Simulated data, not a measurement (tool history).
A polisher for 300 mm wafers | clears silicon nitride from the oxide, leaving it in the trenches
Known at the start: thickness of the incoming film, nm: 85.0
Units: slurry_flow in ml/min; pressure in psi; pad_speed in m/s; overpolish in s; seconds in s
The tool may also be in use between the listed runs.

{"run": 1, "hour": 0.0, "slurry_flow": 250, "pressure": 3.2, "pad_speed": 1.08, "overpolish": 47, "seconds": 76.772}
{"run": 2, "hour": 7.0, "slurry_flow": 250, "pressure": 3.2, "pad_speed": 0.86, "overpolish": 47, "seconds": 89.681}
{"run": 3, "hour": 10.3, "slurry_flow": 250, "pressure": 3.2, "pad_speed": 0.86, "overpolish": 47, "seconds": 90.225}
{"run": 4, "hour": 18.2, "slurry_flow": 250, "pressure": 3.6, "pad_speed": 0.86, "overpolish": 47, "seconds": 80.127}
{"run": 5, "hour": 19.7, "slurry_flow": 250, "pressure": 3.4, "pad_speed": 0.86, "overpolish": 47, "seconds": 85.184}
{"run": 6, "hour": 22.4, "slurry_flow": 250, "pressure": 3.2, "pad_speed": 0.86, "overpolish": 47, "seconds": 89.269}
{"run": 7, "hour": 28.1, "slurry_flow": 250, "pressure": 3.2, "pad_speed": 0.86, "overpolish": 47, "seconds": 89.216}
{"run": 8, "hour": 30.9, "slurry_flow": 250, "pressure": 3.2, "pad_speed": 0.86, "overpolish": 47, "seconds": 89.558}
{"run": 9, "hour": 34.5, "slurry_flow": 250, "pressure": 3.0, "pad_speed": 0.86, "overpolish": 47, "seconds": 94.144}

Run 10 comes next. What will it give?
{"run": 10, "hour": 36.5, "slurry_flow": 250, "pressure": 2.9, "pad_speed": 0.86, "overpolish": 47, "seconds": "?"}

Run 10 gave seconds 98.930 s.

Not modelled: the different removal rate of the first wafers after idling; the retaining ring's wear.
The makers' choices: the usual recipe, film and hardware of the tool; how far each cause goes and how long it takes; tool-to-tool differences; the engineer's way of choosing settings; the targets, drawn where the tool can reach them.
